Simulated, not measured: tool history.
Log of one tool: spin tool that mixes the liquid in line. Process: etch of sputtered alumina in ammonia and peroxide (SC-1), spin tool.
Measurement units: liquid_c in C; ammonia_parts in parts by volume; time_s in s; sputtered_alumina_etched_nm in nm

run    day  liquid_c  ammonia_parts  time_s  sputtered_alumina_etched_nm
  1      0        53            0.5     205                       15.129
  2  0.317      50.5            0.5     205                       13.196
  3  0.621      44.5            0.5     205                       9.4521
  4  0.812      44.5            0.5     205                       9.4086
  5   0.85      38.5            0.5     205                       6.6484
  6      1        40            0.5     205                       7.2649

What does the tool deliver on the next run?
  7  1.121        41            0.5     205                            ?

sputtered_alumina_etched_nm: 7.6962 nm
